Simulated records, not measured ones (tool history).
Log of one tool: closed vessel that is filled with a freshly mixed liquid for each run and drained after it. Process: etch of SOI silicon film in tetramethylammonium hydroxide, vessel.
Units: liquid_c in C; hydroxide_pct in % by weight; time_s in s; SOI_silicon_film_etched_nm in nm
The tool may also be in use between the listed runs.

run 1 hour=0 | liquid_c=70 hydroxide_pct=9.5 time_s=30 | SOI_silicon_film_etched_nm=231.78
run 2 hour=4.8 | liquid_c=66.5 hydroxide_pct=9.5 time_s=30 | SOI_silicon_film_etched_nm=189.11
run 3 hour=11.8 | liquid_c=64 hydroxide_pct=9.5 time_s=30 | SOI_silicon_film_etched_nm=162.59
run 4 hour=12.9 | liquid_c=62.5 hydroxide_pct=9.5 time_s=30 | SOI_silicon_film_etched_nm=147.12
run 5 hour=18.5 | liquid_c=66 hydroxide_pct=9.5 time_s=30 | SOI_silicon_film_etched_nm=180.37
run 6 hour=24 | liquid_c=66 hydroxide_pct=9.5 time_s=30 | SOI_silicon_film_etched_nm=181.39
run 7 hour=28 | liquid_c=64 hydroxide_pct=9.5 time_s=30 | SOI_silicon_film_etched_nm=159.51
run 8 hour=29.2 | liquid_c=64 hydroxide_pct=9.5 time_s=30 | SOI_silicon_film_etched_nm=163.59
run 9 hour=38.1 | liquid_c=62 hydroxide_pct=9.5 time_s=30 | SOI_silicon_film_etched_nm=144.33

Forecast run 10:
-- hour=39.3 hydroxide flow meter replaced
run 10 hour=39.3 | liquid_c=61 hydroxide_pct=9.5 time_s=30 | SOI_silicon_film_etched_nm=?

SOI_silicon_film_etched_nm: 131.01 nm
